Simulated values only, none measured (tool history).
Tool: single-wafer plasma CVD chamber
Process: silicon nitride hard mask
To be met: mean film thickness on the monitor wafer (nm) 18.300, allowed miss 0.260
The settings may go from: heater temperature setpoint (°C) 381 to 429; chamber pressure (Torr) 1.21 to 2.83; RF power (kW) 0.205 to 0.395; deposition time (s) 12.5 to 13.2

run,hour,heater temperature setpoint (°C),chamber pressure (Torr),RF power (kW),deposition time (s),mean film thickness on the monitor wafer (nm)
1,0.0,405,2.02,0.300,13.2,16.063
2,3.7,405,1.66,0.300,13.2,14.727
3,6.0,405,1.38,0.300,13.2,13.298
4,11.2,405,1.38,0.300,12.5,12.617
5,16.4,405,1.78,0.300,12.5,14.540
6,17.6,405,2.13,0.300,12.5,15.669
7,24.4,405,2.34,0.300,12.5,16.086
8,27.8,405,2.50,0.305,12.5,16.649
9,28.4,405,2.60,0.310,12.5,17.056
10,30.7,405,2.67,0.315,12.5,17.471
11,39.3,405,2.67,0.315,12.5,17.379
12,40.9,405,2.72,0.320,12.5,17.745
13,42.2,405,2.72,0.320,12.5,17.772
14,43.9,405,2.75,0.320,12.5,17.776

Which of these 5 next moves meets every target?
A,45.6,410,2.73,0.330,13.0,?
B,45.6,409,2.75,0.330,13.0,?
C,45.6,399,2.83,0.335,12.7,?
D,45.6,405,2.59,0.320,12.6,?
E,45.6,401,2.83,0.305,13.2,?

move,mean film thickness on the monitor wafer (nm)
A,18.915
B,18.951
C,18.921
D,17.674
E,18.203
A: takes the result that was furthest off past its target
B: takes the result that was furthest off past its target
C: takes the result that was furthest off past its target
D: further off than the last run
E: meets every target
The right move is E.
